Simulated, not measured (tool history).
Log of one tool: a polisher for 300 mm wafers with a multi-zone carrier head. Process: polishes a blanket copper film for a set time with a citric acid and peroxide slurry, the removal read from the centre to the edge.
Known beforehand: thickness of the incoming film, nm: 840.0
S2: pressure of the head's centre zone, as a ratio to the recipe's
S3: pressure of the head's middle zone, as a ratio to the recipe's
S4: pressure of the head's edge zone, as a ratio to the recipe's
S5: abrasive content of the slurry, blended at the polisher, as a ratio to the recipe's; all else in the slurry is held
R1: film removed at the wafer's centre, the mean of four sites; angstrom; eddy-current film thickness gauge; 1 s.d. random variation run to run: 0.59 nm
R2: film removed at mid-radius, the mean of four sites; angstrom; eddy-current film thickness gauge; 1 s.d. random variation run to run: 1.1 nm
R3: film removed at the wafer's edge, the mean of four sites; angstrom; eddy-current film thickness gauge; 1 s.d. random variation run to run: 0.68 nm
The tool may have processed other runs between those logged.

{"run": 1, "day": 0.0, "flow of slurry (ml/min)": 225, "S2": 1.0, "S3": 1.0, "S4": 1.0, "S5": 1.0, "polishing time (s)": 38, "R1": 905.2, "R2": 869.38, "R3": 900.22}
{"run": 2, "day": 0.188, "flow of slurry (ml/min)": 225, "S2": 1.0, "S3": 1.0, "S4": 1.0, "S5": 0.8, "polishing time (s)": 38, "R1": 849.68, "R2": 836.6, "R3": 851.0}
{"run": 3, "day": 0.45, "flow of slurry (ml/min)": 225, "S2": 1.0, "S3": 1.0, "S4": 1.0, "S5": 0.8, "polishing time (s)": 31, "R1": 695.99, "R2": 672.89, "R3": 687.41}
{"run": 4, "day": 0.508, "flow of slurry (ml/min)": 235, "S2": 0.97, "S3": 1.01, "S4": 1.06, "S5": 1.0, "polishing time (s)": 31, "R1": 715.42, "R2": 705.75, "R3": 757.5}
{"run": 5, "day": 0.767, "flow of slurry (ml/min)": 235, "S2": 0.97, "S3": 1.01, "S4": 1.01, "S5": 1.0, "polishing time (s)": 31, "R1": 717.06, "R2": 736.6, "R3": 738.64}
{"day": 0.988, "done": "worn pad replaced by a new one"}
{"run": 6, "day": 0.988, "flow of slurry (ml/min)": 280, "S2": 0.97, "S3": 1.01, "S4": 1.01, "S5": 1.0, "polishing time (s)": 31, "R1": 830.53, "R2": 845.22, "R3": 865.91}

Run 7 comes next. What will it give?
{"run": 7, "day": 1.342, "flow of slurry (ml/min)": 280, "S2": 0.95, "S3": 0.99, "S4": 1.03, "S5": 1.05, "polishing time (s)": 31, "R1": "?", "R2": "?", "R3": "?"}

Run 7 came out at R1 829.61 angstrom, R2 818.91 angstrom, R3 873.25 angstrom.
